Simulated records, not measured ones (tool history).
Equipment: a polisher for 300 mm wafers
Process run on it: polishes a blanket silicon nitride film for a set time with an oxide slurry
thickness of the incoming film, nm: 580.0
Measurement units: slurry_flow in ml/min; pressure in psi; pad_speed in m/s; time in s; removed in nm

run  hour  slurry_flow  pressure  pad_speed  slurry_solids  time  removed
  1     0          190       4.4        1.2              1    31   33.526
  2   4.8          190       4.4        1.2              1    28   30.304
  3  12.6          190         5        1.3              1    28   36.678
  4  20.1          190       5.5        1.4              1    28   41.727
  5    24          190       5.8       1.52              1    28   47.003
  6  29.6          190       6.1        1.6              1    28   51.855

Predict the results of run 7:
  7  33.3          190       6.1        1.6              1    28        ?

removed: 52.016 nm

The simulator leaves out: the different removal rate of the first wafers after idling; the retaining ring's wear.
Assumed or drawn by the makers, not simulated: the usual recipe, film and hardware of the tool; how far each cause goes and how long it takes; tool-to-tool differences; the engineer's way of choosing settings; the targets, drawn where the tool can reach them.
